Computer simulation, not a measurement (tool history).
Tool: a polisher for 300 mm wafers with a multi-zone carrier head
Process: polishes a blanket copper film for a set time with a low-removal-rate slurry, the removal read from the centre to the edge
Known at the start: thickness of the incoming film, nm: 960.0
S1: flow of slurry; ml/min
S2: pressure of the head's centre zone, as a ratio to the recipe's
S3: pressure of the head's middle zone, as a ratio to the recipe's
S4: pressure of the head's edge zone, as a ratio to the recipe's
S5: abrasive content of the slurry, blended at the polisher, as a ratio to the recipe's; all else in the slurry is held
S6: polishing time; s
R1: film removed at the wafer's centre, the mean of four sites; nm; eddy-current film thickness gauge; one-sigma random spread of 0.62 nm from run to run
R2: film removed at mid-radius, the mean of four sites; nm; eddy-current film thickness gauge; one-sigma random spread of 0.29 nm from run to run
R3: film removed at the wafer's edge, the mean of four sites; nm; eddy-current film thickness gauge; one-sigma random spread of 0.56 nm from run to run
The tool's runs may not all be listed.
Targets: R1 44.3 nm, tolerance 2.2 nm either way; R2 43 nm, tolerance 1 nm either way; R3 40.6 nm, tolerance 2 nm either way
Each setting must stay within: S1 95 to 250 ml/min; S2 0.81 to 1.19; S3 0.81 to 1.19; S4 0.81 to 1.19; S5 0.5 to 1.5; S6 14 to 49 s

{"run": 1, "hour": 0.0, "S1": 160, "S2": 1, "S3": 1, "S4": 1, "S5": 1, "S6": 31, "R1": 78.379, "R2": 78.549, "R3": 79.42}
{"run": 2, "hour": 2.0, "S1": 190, "S2": 1, "S3": 1, "S4": 1, "S5": 1, "S6": 31, "R1": 81.708, "R2": 80.851, "R3": 78.526}
{"run": 3, "hour": 7.1, "S1": 190, "S2": 1.08, "S3": 1, "S4": 1, "S5": 1, "S6": 31, "R1": 85.773, "R2": 82.117, "R3": 77.263}
{"run": 4, "hour": 15.3, "S1": 195, "S2": 1.07, "S3": 1, "S4": 0.99, "S5": 0.95, "S6": 29, "R1": 80.016, "R2": 76.204, "R3": 71.935}
{"run": 5, "hour": 23.9, "S1": 200, "S2": 1.06, "S3": 1, "S4": 0.98, "S5": 0.9, "S6": 27, "R1": 74.094, "R2": 69.026, "R3": 67.985}
{"run": 6, "hour": 31.7, "S1": 200, "S2": 1.06, "S3": 0.93, "S4": 0.98, "S5": 0.9, "S6": 27, "R1": 72.812, "R2": 66.247, "R3": 68.746}
{"run": 7, "hour": 39.9, "S1": 200, "S2": 1.05, "S3": 0.95, "S4": 0.97, "S5": 0.85, "S6": 26, "R1": 69.747, "R2": 64.173, "R3": 62.588}
{"run": 8, "hour": 43.7, "S1": 195, "S2": 1.03, "S3": 0.94, "S4": 0.96, "S5": 0.8, "S6": 25, "R1": 64.733, "R2": 60.288, "R3": 60.936}
{"run": 9, "hour": 47.7, "S1": 195, "S2": 1.02, "S3": 0.94, "S4": 0.95, "S5": 0.75, "S6": 24, "R1": 61.422, "R2": 56.959, "R3": 57.359}
{"run": 10, "hour": 51.4, "S1": 195, "S2": 1.01, "S3": 0.94, "S4": 0.94, "S5": 0.7, "S6": 23, "R1": 55.778, "R2": 54.563, "R3": 53.863}
{"run": 11, "hour": 55.5, "S1": 195, "S2": 1.01, "S3": 0.94, "S4": 0.93, "S5": 0.7, "S6": 23, "R1": 56.967, "R2": 54.487, "R3": 52.896}
{"run": 12, "hour": 59.4, "S1": 195, "S2": 1.01, "S3": 0.94, "S4": 0.93, "S5": 0.7, "S6": 23, "R1": 55.958, "R2": 55.144, "R3": 52.526}
{"run": 13, "hour": 66.6, "S1": 150, "S2": 0.99, "S3": 0.89, "S4": 0.83, "S5": 0.5, "S6": 19, "R1": 41.708, "R2": 39.059, "R3": 37.904}

Pick the move, out of 5, that brings all results within their allowed miss; only one does.
{"run": "A", "hour": 73.8, "S1": 150, "S2": 0.89, "S3": 0.94, "S4": 0.92, "S5": 0.7, "S6": 18, "R1": "?", "R2": "?", "R3": "?"}
{"run": "B", "hour": 73.8, "S1": 145, "S2": 1.01, "S3": 0.91, "S4": 0.85, "S5": 0.5, "S6": 20, "R1": "?", "R2": "?", "R3": "?"}
{"run": "C", "hour": 73.8, "S1": 100, "S2": 1.02, "S3": 0.95, "S4": 0.81, "S5": 0.75, "S6": 21, "R1": "?", "R2": "?", "R3": "?"}
{"run": "D", "hour": 73.8, "S1": 150, "S2": 1.14, "S3": 1.05, "S4": 0.87, "S5": 0.65, "S6": 17, "R1": "?", "R2": "?", "R3": "?"}
{"run": "E", "hour": 73.8, "S1": 145, "S2": 1.15, "S3": 0.83, "S4": 0.81, "S5": 0.6, "S6": 18, "R1": "?", "R2": "?", "R3": "?"}

move=A R1=37.911 R2=40.321 R3=39.574
move=B R1=44.729 R2=41.283 R3=40.205
move=C R1=44.725 R2=42.938 R3=40.844
move=D R1=44.605 R2=41.061 R3=35.974
move=E R1=46.603 R2=35.488 R3=36.379
A: closes in on the targets versus the last run, not all within tolerance yet
B: closes in on the targets versus the last run, not all within tolerance yet
C: hits every target within its allowed miss
D: closes in on the targets versus the last run, not all within tolerance yet
E: further off than the last run
The move that meets every target is C.

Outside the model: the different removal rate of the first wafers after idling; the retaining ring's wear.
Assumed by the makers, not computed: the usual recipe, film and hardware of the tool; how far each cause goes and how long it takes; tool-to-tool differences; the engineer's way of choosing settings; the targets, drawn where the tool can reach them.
